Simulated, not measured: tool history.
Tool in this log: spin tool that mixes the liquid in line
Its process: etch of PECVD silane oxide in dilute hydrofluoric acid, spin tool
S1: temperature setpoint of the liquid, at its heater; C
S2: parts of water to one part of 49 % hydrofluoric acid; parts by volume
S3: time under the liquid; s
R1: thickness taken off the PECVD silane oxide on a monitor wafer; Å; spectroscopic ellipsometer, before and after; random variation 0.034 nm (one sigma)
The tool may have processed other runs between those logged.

run	day	S1	S2	S3	R1
1	0	26	260	15	21.461
2	0.262	28.5	215	15	29.503
3	0.4	28.5	170	15	39.887
4	0.65	30	160	15	44.754
5	0.888	31	160	15	46.408
6	1.017	31	160	15	46.808
7	1.158	32	160	15	49.097

Predict the results of run 8:
# day 1.296: thermometer replaced
8	1.296	32.5	160	15	?

{"run 8": {"R1": 46.845}}

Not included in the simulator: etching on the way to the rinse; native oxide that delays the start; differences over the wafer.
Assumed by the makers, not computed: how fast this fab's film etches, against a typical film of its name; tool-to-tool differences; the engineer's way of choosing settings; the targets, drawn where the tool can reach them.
